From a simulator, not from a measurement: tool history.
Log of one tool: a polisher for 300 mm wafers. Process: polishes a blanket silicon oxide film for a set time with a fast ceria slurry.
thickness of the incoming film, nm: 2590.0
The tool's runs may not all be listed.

run    day  flow of slurry (ml/min)  pressure of the wafer on the pad (kPa)  speed of the pad under the wafer (m/s)  polishing time (s)  film removed (nm)
  1      0                      190                                    17.9                                    0.94                  39             449.01
  2  0.329                      190                                    17.9                                    0.94                  35             408.59
  3    0.5                      190                                    17.2                                    0.94                  35             396.69
  4   0.55                      190                                    17.2                                    0.94                  39             433.96
  5  0.721                      190                                    17.2                                    1.04                  39             483.37
  6  1.083                      190                                    15.9                                    1.04                  39             450.09
  7   1.25                      190                                    15.2                                    1.04                  39             424.19
  8  1.404                      190                                    14.5                                    1.04                  39             404.38
  9  1.546                      190                                    14.5                                    1.04                  39             416.13

The next listed run, before its measurement:
 10  1.721                      190                                    13.8                                    1.04                  39                  ?

{"run 10": {"film removed (nm)": 390.11}}

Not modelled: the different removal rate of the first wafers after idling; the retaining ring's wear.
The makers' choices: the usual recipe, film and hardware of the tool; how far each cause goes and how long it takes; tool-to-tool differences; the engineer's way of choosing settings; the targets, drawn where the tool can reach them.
